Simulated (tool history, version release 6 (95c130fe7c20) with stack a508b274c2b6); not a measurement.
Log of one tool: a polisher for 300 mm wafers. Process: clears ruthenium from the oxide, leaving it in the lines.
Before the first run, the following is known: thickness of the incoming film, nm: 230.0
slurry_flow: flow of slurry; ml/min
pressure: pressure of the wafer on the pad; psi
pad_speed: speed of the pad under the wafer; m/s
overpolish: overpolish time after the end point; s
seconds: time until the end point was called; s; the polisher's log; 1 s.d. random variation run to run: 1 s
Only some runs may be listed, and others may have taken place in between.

run  hour  slurry_flow  pressure  pad_speed  overpolish  seconds
  1   0.0          195       2.7       1.16          17  120.530
  2   4.9          195       2.7       1.16          18  116.590
  3  12.7          195       2.1       1.16          18  150.220
  4  15.0          195       2.3       1.18          18  134.630
  5  18.2          195       2.5       1.20          18  123.380
  6  20.2          195       2.5       1.44          18  106.590
  7  24.3          195       2.6       1.44          18  101.780
  8  27.2          195       2.7       1.44          18  100.290
  9  33.1          195       2.8       1.46          18   92.091
 10  36.6          195       2.9       1.46          18   89.019

Run 11 has not been measured yet. What should we expect?
 11  41.3          195       3.0       1.46          18        ?

seconds: 85.157 s
